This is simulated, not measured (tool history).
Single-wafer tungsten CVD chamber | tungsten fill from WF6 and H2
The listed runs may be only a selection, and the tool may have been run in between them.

run  hour  heater temperature setpoint (°C)  chamber pressure (mTorr)  deposition time (s)  mean film thickness on the monitor wafer (Å)
  1   0.0                               395                     30800                 28.6                                        733.77
  2   3.1                               392                     30800                 28.6                                        699.86
  3   5.4                               400                     30800                 28.6                                        799.39
  4   7.7                               396                     30700                 28.6                                        742.85
  5  16.3                               393                     30700                 28.6                                        710.14
  6  22.2                               382                     30700                 28.6                                        586.10

Run 7 is up next; what results do you expect?
  7  28.0                               382                     30700                 28.6                                             ?

mean film thickness on the monitor wafer (Å): 589.82
